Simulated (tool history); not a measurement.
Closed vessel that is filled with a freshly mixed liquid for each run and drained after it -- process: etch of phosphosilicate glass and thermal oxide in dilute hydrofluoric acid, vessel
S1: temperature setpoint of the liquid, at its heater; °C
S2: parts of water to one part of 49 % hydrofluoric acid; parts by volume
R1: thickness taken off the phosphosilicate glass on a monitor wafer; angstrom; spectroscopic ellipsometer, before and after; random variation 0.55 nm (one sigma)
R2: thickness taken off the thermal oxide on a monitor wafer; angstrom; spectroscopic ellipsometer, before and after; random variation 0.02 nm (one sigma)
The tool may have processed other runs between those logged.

run 1 hour=0 | S1=21 S2=55 time_in_the_liquid_(s)=60 | R1=1295.1 R2=44.996
run 2 hour=3.3 | S1=21 S2=70 time_in_the_liquid_(s)=60 | R1=997.85 R2=34.227
run 3 hour=7 | S1=20 S2=70 time_in_the_liquid_(s)=60 | R1=950.44 R2=33.022
run 4 hour=11.2 | S1=20 S2=50 time_in_the_liquid_(s)=60 | R1=1347.5 R2=47.137
run 5 hour=12.9 | S1=20 S2=40 time_in_the_liquid_(s)=60 | R1=1747.7 R2=58.887
run 6 hour=18.1 | S1=19 S2=50 time_in_the_liquid_(s)=60 | R1=1314.5 R2=45.419
run 7 hour=24.9 | S1=18.5 S2=55 time_in_the_liquid_(s)=60 | R1=1151.5 R2=39.817
run 8 hour=30.4 | S1=18 S2=60 time_in_the_liquid_(s)=60 | R1=1053.4 R2=35.876

What does the tool deliver on the next run?
run 9 hour=37.1 | S1=18 S2=65 time_in_the_liquid_(s)=60 | R1=? R2=?

Run 9 yielded R1 951.15 angstrom, R2 32.272 angstrom.

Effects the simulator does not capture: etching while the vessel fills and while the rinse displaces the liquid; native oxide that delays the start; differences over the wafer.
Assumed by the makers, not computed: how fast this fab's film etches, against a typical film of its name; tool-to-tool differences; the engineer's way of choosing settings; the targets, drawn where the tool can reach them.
